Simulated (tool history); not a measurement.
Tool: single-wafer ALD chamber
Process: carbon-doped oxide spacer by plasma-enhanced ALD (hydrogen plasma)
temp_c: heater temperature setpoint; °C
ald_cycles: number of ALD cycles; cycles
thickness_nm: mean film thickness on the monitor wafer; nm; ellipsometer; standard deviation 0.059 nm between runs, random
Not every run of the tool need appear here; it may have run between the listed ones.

run 1 hour=0 | temp_c=405 ald_cycles=218 | thickness_nm=10.541
run 2 hour=4.1 | temp_c=413 ald_cycles=218 | thickness_nm=10.374
run 3 hour=5 | temp_c=412 ald_cycles=229 | thickness_nm=10.931
run 4 hour=10.8 | temp_c=402 ald_cycles=229 | thickness_nm=11.21
run 5 hour=14.8 | temp_c=408 ald_cycles=229 | thickness_nm=10.969
run 6 hour=23.4 | temp_c=415 ald_cycles=229 | thickness_nm=10.762

For run 7, what comes out?
run 7 hour=29.1 | temp_c=412 ald_cycles=237 | thickness_nm=?

For run 7 the tool returned thickness_nm 11.351 nm.

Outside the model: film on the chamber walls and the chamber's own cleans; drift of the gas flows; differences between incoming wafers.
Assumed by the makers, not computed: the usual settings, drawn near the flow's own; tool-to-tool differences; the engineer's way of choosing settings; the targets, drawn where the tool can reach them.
